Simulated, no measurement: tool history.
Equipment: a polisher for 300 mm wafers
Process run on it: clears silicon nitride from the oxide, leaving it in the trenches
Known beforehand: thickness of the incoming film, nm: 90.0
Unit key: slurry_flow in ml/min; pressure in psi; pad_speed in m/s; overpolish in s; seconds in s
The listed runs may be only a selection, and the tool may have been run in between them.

run	hour	slurry_flow	pressure	pad_speed	overpolish	seconds
1	0	285	3.1	0.78	6	100.37
2	5.6	285	3.4	0.78	6	90.01
3	13.1	285	3.4	0.78	4	89.774
4	20	285	3.6	0.78	4	87.076
5	27.9	285	3.8	0.8	4	81.998
6	33.5	285	3.8	0.8	4	80.808
7	37.3	285	4	0.82	4	75.827

The next listed run, before its measurement:
8	40	285	4.1	0.82	4	?

{"run 8": {"seconds": 74.58}}
